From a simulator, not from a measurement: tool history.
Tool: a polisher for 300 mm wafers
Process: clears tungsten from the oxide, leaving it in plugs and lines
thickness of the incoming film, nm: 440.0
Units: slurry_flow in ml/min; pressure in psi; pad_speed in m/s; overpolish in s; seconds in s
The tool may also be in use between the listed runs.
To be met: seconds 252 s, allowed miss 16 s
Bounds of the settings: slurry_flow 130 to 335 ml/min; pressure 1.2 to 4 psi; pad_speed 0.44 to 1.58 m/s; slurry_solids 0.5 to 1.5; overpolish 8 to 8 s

Run 1, hour 0: slurry_flow 215 ml/min, pressure 2.6 psi, pad_speed 1 m/s, slurry_solids 1, overpolish 8 s. Result: seconds 128.13 s.
Run 2, hour 0.8: slurry_flow 215 ml/min, pressure 2.6 psi, pad_speed 0.86 m/s, slurry_solids 1, overpolish 8 s. Result: seconds 141.09 s.
Run 3, hour 6.5: slurry_flow 215 ml/min, pressure 2.6 psi, pad_speed 0.86 m/s, slurry_solids 1, overpolish 8 s. Result: seconds 140.59 s.
Run 4, hour 15: slurry_flow 255 ml/min, pressure 2.6 psi, pad_speed 0.86 m/s, slurry_solids 1, overpolish 8 s. Result: seconds 136.55 s.
Run 5, hour 15.7: slurry_flow 255 ml/min, pressure 2.6 psi, pad_speed 0.86 m/s, slurry_solids 1, overpolish 8 s. Result: seconds 143.08 s.
Run 6, hour 19.9: slurry_flow 255 ml/min, pressure 2.9 psi, pad_speed 0.86 m/s, slurry_solids 1, overpolish 8 s. Result: seconds 127.94 s.
Run 7, hour 23: slurry_flow 255 ml/min, pressure 2.4 psi, pad_speed 0.78 m/s, slurry_solids 1, overpolish 8 s. Result: seconds 162.55 s.
Run 8, hour 28.4: slurry_flow 255 ml/min, pressure 2.1 psi, pad_speed 0.76 m/s, slurry_solids 1, overpolish 8 s. Result: seconds 180.19 s.
Run 9, hour 30.8: slurry_flow 255 ml/min, pressure 1.9 psi, pad_speed 0.74 m/s, slurry_solids 1, overpolish 8 s. Result: seconds 199.36 s.
Run 10, hour 39.2: slurry_flow 255 ml/min, pressure 1.7 psi, pad_speed 0.72 m/s, slurry_solids 1, overpolish 8 s. Result: seconds 229.48 s.

5 next moves are on the table. One of them brings every result within its allowed miss. Which?
Run A, hour 47.6: slurry_flow 265 ml/min, pressure 1.6 psi, pad_speed 0.86 m/s, slurry_solids 1.2, overpolish 8 s. Result: seconds ?.
Run B, hour 47.6: slurry_flow 195 ml/min, pressure 1.6 psi, pad_speed 0.8 m/s, slurry_solids 1.15, overpolish 8 s. Result: seconds ?.
Run C, hour 47.6: slurry_flow 265 ml/min, pressure 2 psi, pad_speed 0.64 m/s, slurry_solids 1, overpolish 8 s. Result: seconds ?.
Run D, hour 47.6: slurry_flow 335 ml/min, pressure 2.6 psi, pad_speed 0.54 m/s, slurry_solids 0.85, overpolish 8 s. Result: seconds ?.
Run E, hour 47.6: slurry_flow 305 ml/min, pressure 1.7 psi, pad_speed 0.62 m/s, slurry_solids 0.95, overpolish 8 s. Result: seconds ?.

move  seconds
   A   195.92
   B   216.35
   C    207.2
   D   186.47
   E   241.43
A: further off than the last run
B: further off than the last run
C: further off than the last run
D: further off than the last run
E: meets every target
Move E is the one to make.
